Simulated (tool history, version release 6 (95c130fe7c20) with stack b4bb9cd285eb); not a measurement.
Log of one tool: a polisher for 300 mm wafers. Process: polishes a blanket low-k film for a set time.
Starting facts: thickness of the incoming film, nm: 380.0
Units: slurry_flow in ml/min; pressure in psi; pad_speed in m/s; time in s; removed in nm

run,day,slurry_flow,pressure,pad_speed,slurry_solids,time,removed
1,0.000,295,1.6,0.98,1.00,45,13.667
2,0.233,295,1.9,1.08,1.00,45,16.854
3,0.388,295,1.6,1.08,1.00,45,14.587
4,0.621,295,1.6,1.08,1.15,45,15.744
5,0.925,295,1.9,1.20,1.15,45,19.149
6,1.029,300,2.1,1.28,1.20,45,22.236
7,1.225,325,2.6,1.52,1.45,45,32.872
8,1.550,410,2.6,1.52,1.50,45,33.513

What does the tool deliver on the next run?
9,1.671,425,2.6,1.52,1.50,45,?

removed: 33.365 nm
